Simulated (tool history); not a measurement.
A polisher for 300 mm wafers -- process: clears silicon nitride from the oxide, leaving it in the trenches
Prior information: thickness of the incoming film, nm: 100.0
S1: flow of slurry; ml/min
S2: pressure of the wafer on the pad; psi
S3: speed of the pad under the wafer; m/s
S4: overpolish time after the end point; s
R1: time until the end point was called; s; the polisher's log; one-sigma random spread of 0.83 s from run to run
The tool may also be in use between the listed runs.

Run 1, hour 0: S1 185 ml/min, S2 3.3 psi, S3 1.16 m/s, S4 14 s. Result: R1 79.776 s.
Run 2, hour 3.8: S1 185 ml/min, S2 3.7 psi, S3 1.16 m/s, S4 14 s. Result: R1 70.622 s.
Run 3, hour 6.5: S1 165 ml/min, S2 3.7 psi, S3 1.16 m/s, S4 14 s. Result: R1 72.718 s.
Run 4, hour 13.9: S1 165 ml/min, S2 3.8 psi, S3 1.16 m/s, S4 14 s. Result: R1 68.34 s.
Run 5, hour 14.8: S1 165 ml/min, S2 3.8 psi, S3 1.16 m/s, S4 15 s. Result: R1 74.132 s.
Run 6, hour 23.8: S1 165 ml/min, S2 3.8 psi, S3 1.16 m/s, S4 14 s. Result: R1 70.22 s.
Run 7, hour 26.3: S1 165 ml/min, S2 3.9 psi, S3 1.16 m/s, S4 14 s. Result: R1 71.672 s.
Run 8, hour 35.1: S1 165 ml/min, S2 3.9 psi, S3 1.16 m/s, S4 14 s. Result: R1 68.465 s.

What does the tool deliver on the next run?
Run 9, hour 43.6: S1 165 ml/min, S2 4 psi, S3 1.16 m/s, S4 14 s. Result: R1 ?.

R1: 67.02 s
